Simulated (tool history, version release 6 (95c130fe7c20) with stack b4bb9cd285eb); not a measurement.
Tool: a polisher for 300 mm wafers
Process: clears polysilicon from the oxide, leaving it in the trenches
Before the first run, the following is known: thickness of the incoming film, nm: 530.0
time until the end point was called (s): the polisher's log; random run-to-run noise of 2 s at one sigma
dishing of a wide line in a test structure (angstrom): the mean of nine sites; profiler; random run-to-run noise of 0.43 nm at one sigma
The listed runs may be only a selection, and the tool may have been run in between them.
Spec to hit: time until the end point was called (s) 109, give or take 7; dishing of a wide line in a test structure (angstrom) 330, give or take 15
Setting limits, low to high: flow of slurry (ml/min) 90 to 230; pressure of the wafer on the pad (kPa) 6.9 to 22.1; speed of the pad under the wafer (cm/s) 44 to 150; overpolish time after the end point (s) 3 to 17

| run | hour | flow of slurry (ml/min) | pressure of the wafer on the pad (kPa) | speed of the pad under the wafer (cm/s) | overpolish time after the end point (s) | time until the end point was called (s) | dishing of a wide line in a test structure (angstrom) |
|---|---|---|---|---|---|---|---|
| 1 | 0 | 150 | 14.5 | 96 | 9 | 56.969 | 517.21 |
| 2 | 1.2 | 115 | 14.5 | 96 | 9 | 59.941 | 487.55 |
| 3 | 7.2 | 115 | 14.5 | 96 | 6 | 60.837 | 381.56 |
| 4 | 8.8 | 115 | 14.5 | 110 | 6 | 51.996 | 411.96 |
|  | 9.6 | head pressure recalibrated |
| 5 | 9.6 | 150 | 14.5 | 110 | 6 | 51.194 | 416.72 |
| 6 | 11.5 | 150 | 15.9 | 110 | 6 | 50.208 | 425.51 |
| 7 | 18.5 | 135 | 11.7 | 82 | 10 | 84.018 | 430.33 |
| 8 | 22.2 | 135 | 11 | 82 | 10 | 85.984 | 408.3 |
| 9 | 25.3 | 135 | 10.3 | 82 | 10 | 93.148 | 394.48 |

Which of these 5 next moves meets every target?
| A | 28.4 | 130 | 11 | 74 | 7 | ? | ? |
| B | 28.4 | 145 | 9.7 | 100 | 7 | ? | ? |
| C | 28.4 | 125 | 8.3 | 84 | 9 | ? | ? |
| D | 28.4 | 150 | 11.7 | 82 | 12 | ? | ? |
| E | 28.4 | 115 | 11 | 80 | 7 | ? | ? |

| move | time until the end point was called (s) | dishing of a wide line in a test structure (angstrom) |
|---|---|---|
| A | 100.75 | 291.27 |
| B | 81.41 | 343.8 |
| C | 111.23 | 328.22 |
| D | 84.599 | 486.3 |
| E | 96.214 | 302.13 |
A: carries the result that was furthest off beyond its target, to the other side
B: the worst result of the last run now meets its target, but another is out of spec
C: all results in spec
D: lands further from the targets than the last run did
E: carries the result that was furthest off beyond its target, to the other side
The right move is C.
